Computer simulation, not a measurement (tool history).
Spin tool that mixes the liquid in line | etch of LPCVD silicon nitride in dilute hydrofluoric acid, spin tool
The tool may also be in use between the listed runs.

run    day  temperature setpoint of the liquid (C)  parts of water to one part of 49 % hydrofluoric acid (parts by volume)  time under the liquid (s)  thickness taken off the LPCVD silicon nitride on a monitor wafer (Å)
  1  0.000                                    25.0                                                                      75                        310                                                                21.718
  2  0.333                                    25.0                                                                      75                        335                                                                23.617
  3  0.550                                    21.5                                                                      75                        335                                                                19.323
  4  0.788                                    22.5                                                                      70                        335                                                                22.000
  5  1.108                                    22.5                                                                      55                        335                                                                27.614
  6  1.412                                    21.0                                                                      55                        335                                                                24.216

Run 7 comes next. What will it give?
  7  1.517                                    22.0                                                                      55                        335                                                                     ?

thickness taken off the LPCVD silicon nitride on a monitor wafer (Å): 25.759

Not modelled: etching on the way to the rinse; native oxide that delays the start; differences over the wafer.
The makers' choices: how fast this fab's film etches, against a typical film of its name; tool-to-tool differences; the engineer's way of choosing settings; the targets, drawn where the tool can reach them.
